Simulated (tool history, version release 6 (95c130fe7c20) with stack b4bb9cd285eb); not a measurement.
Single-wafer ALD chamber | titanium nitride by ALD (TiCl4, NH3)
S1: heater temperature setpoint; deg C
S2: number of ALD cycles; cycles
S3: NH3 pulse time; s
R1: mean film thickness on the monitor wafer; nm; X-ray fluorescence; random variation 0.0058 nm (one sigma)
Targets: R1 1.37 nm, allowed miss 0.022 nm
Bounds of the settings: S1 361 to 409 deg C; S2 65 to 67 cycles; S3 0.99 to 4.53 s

run	hour	S1	S2	S3	R1
1	0	385	65	2.76	1.4877
2	6.4	379	65	2.76	1.4714
3	12.4	374	65	2.3	1.4422
4	15.3	374	65	2.3	1.4508
5	23.5	374	65	1.91	1.4264
6	28	363	65	1.91	1.4029
7	32	361	65	1.03	1.0158
8	38.9	361	66	1.26	1.2504
9	42.6	361	66	1.32	1.2802
10	45.9	361	66	1.35	1.2906
11	51.7	361	66	1.37	1.285
12	54.3	361	66	1.4	1.3057
13	62.3	361	66	1.41	1.3128
14	66	370	67	2.29	1.4975
15	72.4	370	66	2.2	1.4556
16	81.1	370	66	2.2	1.4578
17	86.7	370	66	2.14	1.4532
18	87.9	370	66	2.09	1.4632
19	91.6	370	66	2.09	1.4531
20	93	361	65	1.21	1.2147
21	100.4	361	66	1.31	1.2746

Which of these 5 next moves meets every target?
A	107.8	361	65	1.18	?
B	107.8	361	67	1.54	?
C	107.8	378	65	1.08	?
D	107.8	361	66	1.33	?
E	107.8	361	65	1.25	?

move	R1
A	1.1712
B	1.3522
C	1.1783
D	1.2685
E	1.2132
A: further off than the last run
B: meets every target
C: further off than the last run
D: further off than the last run
E: further off than the last run
The right move is B.
